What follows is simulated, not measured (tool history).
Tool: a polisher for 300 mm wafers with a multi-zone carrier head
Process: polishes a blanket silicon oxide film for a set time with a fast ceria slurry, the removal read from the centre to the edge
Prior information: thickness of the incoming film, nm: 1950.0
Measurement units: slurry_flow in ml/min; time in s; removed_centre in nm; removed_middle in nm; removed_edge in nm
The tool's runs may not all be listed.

{"run": 1, "hour": 0.0, "slurry_flow": 175, "centre_zone": 1, "middle_zone": 1, "edge_zone": 1, "time": 71, "removed_centre": 775.42, "removed_middle": 751.81, "removed_edge": 788.09}
{"run": 2, "hour": 2.8, "slurry_flow": 170, "centre_zone": 1, "middle_zone": 0.98, "edge_zone": 1.01, "time": 69, "removed_centre": 736.19, "removed_middle": 718.34, "removed_edge": 770.53}
{"run": 3, "hour": 5.3, "slurry_flow": 170, "centre_zone": 1.01, "middle_zone": 0.96, "edge_zone": 1.02, "time": 67, "removed_centre": 723.77, "removed_middle": 687, "removed_edge": 766.18}
{"run": 4, "hour": 9.4, "slurry_flow": 170, "centre_zone": 1.08, "middle_zone": 0.96, "edge_zone": 1.02, "time": 67, "removed_centre": 781.6, "removed_middle": 690.67, "removed_edge": 753.42}
{"run": 5, "hour": 13.5, "slurry_flow": 170, "centre_zone": 1, "middle_zone": 0.96, "edge_zone": 1.02, "time": 67, "removed_centre": 727.5, "removed_middle": 680.66, "removed_edge": 754.14}
{"run": 6, "hour": 19.8, "slurry_flow": 170, "centre_zone": 1, "middle_zone": 1.04, "edge_zone": 1.02, "time": 67, "removed_centre": 719.1, "removed_middle": 731.38, "removed_edge": 757.78}
{"hour": 21.6, "done": "worn pad replaced by a new one"}
{"run": 7, "hour": 21.6, "slurry_flow": 165, "centre_zone": 1, "middle_zone": 1.01, "edge_zone": 1.02, "time": 65, "removed_centre": 744.21, "removed_middle": 734.78, "removed_edge": 753.95}
{"run": 8, "hour": 22.4, "slurry_flow": 175, "centre_zone": 1, "middle_zone": 0.99, "edge_zone": 1.01, "time": 64, "removed_centre": 729.17, "removed_middle": 718.87, "removed_edge": 762.61}
{"run": 9, "hour": 27.2, "slurry_flow": 125, "centre_zone": 1.05, "middle_zone": 0.89, "edge_zone": 1.01, "time": 45, "removed_centre": 496.42, "removed_middle": 430.6, "removed_edge": 507.97}
{"run": 10, "hour": 31.7, "slurry_flow": 135, "centre_zone": 1.05, "middle_zone": 0.89, "edge_zone": 1.03, "time": 45, "removed_centre": 505.51, "removed_middle": 432, "removed_edge": 515.72}
{"run": 11, "hour": 33.0, "slurry_flow": 140, "centre_zone": 1.05, "middle_zone": 0.89, "edge_zone": 1.05, "time": 45, "removed_centre": 514.59, "removed_middle": 434.31, "removed_edge": 528.01}
{"run": 12, "hour": 35.5, "slurry_flow": 145, "centre_zone": 1.05, "middle_zone": 0.89, "edge_zone": 1.06, "time": 45, "removed_centre": 520.52, "removed_middle": 437.42, "removed_edge": 527.52}
{"run": 13, "hour": 43.7, "slurry_flow": 150, "centre_zone": 1.04, "middle_zone": 0.89, "edge_zone": 1.07, "time": 45, "removed_centre": 518.67, "removed_middle": 441.95, "removed_edge": 522.8}
{"run": 14, "hour": 49.5, "slurry_flow": 145, "centre_zone": 1.04, "middle_zone": 0.88, "edge_zone": 1.08, "time": 46, "removed_centre": 517.78, "removed_middle": 441.05, "removed_edge": 546.58}
{"run": 15, "hour": 53.2, "slurry_flow": 150, "centre_zone": 1.04, "middle_zone": 0.88, "edge_zone": 1.09, "time": 46, "removed_centre": 516.51, "removed_middle": 455.39, "removed_edge": 548.88}
{"run": 16, "hour": 57.6, "slurry_flow": 150, "centre_zone": 1.05, "middle_zone": 0.87, "edge_zone": 1.1, "time": 46, "removed_centre": 535.18, "removed_middle": 448.12, "removed_edge": 555.14}

Predict the results of run 17:
{"run": 17, "hour": 64.4, "slurry_flow": 150, "centre_zone": 1.05, "middle_zone": 0.87, "edge_zone": 1.11, "time": 46, "removed_centre": "?", "removed_middle": "?", "removed_edge": "?"}

{"run 17": {"removed_centre": 541.3, "removed_middle": 451.32, "removed_edge": 552.85}}
